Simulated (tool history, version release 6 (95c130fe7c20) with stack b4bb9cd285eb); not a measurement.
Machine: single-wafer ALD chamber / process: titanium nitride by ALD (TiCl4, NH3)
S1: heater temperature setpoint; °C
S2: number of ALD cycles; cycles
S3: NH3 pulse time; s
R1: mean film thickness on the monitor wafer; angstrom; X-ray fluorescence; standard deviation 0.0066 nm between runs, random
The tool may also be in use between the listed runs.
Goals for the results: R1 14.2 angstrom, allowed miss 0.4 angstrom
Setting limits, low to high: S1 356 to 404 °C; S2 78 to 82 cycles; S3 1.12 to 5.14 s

run 1 hour=0 | S1=380 S2=82 S3=3.13 | R1=16.592
run 2 hour=5.2 | S1=373 S2=81 S3=2.54 | R1=16.032
run 3 hour=10 | S1=373 S2=78 S3=2.54 | R1=15.373
run 4 hour=14.5 | S1=373 S2=78 S3=2.54 | R1=15.377
run 5 hour=17.1 | S1=368 S2=78 S3=2.13 | R1=14.95
run 6 hour=19.7 | S1=366 S2=78 S3=1.9 | R1=14.674
run 7 hour=26.6 | S1=360 S2=78 S3=1.12 | R1=12.034
run 8 hour=33.2 | S1=365 S2=79 S3=1.24 | R1=13.264
run 9 hour=35.8 | S1=367 S2=80 S3=1.24 | R1=13.571
run 10 hour=41.1 | S1=368 S2=80 S3=1.24 | R1=13.597
run 11 hour=43.3 | S1=368 S2=80 S3=1.24 | R1=13.704
run 12 hour=49.7 | S1=369 S2=80 S3=1.24 | R1=13.586

Which of these 4 next moves meets every target?
run A hour=56.1 | S1=366 S2=78 S3=1.19 | R1=?
run B hour=56.1 | S1=374 S2=78 S3=1.5 | R1=?
run C hour=56.1 | S1=373 S2=80 S3=1.12 | R1=?
run D hour=56.1 | S1=378 S2=79 S3=1.12 | R1=?

move=A R1=12.896
move=B R1=14.339
move=C R1=13.139
move=D R1=13.212
A: the biggest miss grows against the last run
B: every result lands within tolerance
C: the biggest miss grows against the last run
D: the biggest miss grows against the last run
Move B is the one to make.
